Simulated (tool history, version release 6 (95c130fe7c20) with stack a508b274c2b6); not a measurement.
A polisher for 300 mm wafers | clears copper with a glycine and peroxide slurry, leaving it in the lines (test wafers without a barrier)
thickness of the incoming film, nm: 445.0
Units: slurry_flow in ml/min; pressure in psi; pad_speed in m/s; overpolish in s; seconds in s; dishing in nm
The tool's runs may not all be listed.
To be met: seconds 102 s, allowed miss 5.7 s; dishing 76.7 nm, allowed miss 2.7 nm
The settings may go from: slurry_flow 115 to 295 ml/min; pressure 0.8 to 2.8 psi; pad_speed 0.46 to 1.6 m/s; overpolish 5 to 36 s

run  hour  slurry_flow  pressure  pad_speed  overpolish  seconds  dishing
  1     0          190       1.8       1.02          18   150.28   39.965
  2   5.6          145       1.8       1.02          18   159.69   38.277
  3     8          185       1.8       1.02          18   149.99   40.193
  4  16.2          175       2.1       1.04          20   137.05   48.601
  5  24.7          150       2.1       1.04          20   139.86   46.412
  6  31.5          170       2.1       1.04          20   134.17   48.263
  7  35.6          200       2.6       1.04          25   112.52   68.203
  8  43.3          200       2.7       1.06          25   104.59   71.178
  9  45.2          200       2.7       1.06          25    106.1   71.226
 10  48.5          200       2.7       1.06          26   108.27   72.359

Which of these 4 next moves meets every target?
  A  51.8          180       2.6       1.24          26        ?        ?
  B  51.8          165       2.8       1.02          30        ?        ?
  C  51.8          225       2.5        1.1          23        ?        ?
  D  51.8          185       2.6       1.06          29        ?        ?

move  seconds  dishing
   A   102.64    76.86
   B   114.71   79.663
   C    110.7   65.992
   D   114.87   77.046
A: meets every target
B: takes the result that was furthest off past its target
C: further off than the last run
D: brings the result that was furthest off to its target, and leaves another outside
Move A is the one to make.

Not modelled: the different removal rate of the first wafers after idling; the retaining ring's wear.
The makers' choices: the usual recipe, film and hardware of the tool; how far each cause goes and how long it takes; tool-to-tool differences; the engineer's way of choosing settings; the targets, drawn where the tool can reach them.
